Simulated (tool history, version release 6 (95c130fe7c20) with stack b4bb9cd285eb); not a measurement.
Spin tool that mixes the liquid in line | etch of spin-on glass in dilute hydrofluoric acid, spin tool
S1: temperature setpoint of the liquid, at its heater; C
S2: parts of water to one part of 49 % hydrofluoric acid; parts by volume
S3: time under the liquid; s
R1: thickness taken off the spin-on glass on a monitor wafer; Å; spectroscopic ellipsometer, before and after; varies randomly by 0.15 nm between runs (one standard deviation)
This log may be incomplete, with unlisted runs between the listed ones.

run	hour	S1	S2	S3	R1
1	0.0	23.0	215	75	142.02
2	6.2	20.5	215	75	128.02
3	13.6	23.0	195	75	159.86
4	15.7	23.0	255	75	115.64
5	19.8	25.0	225	75	144.70
6	24.2	25.0	155	75	228.70

Estimate the outcome of run 7 from the log above:
7	31.8	26.0	155	75	?

R1: 237.07 Å
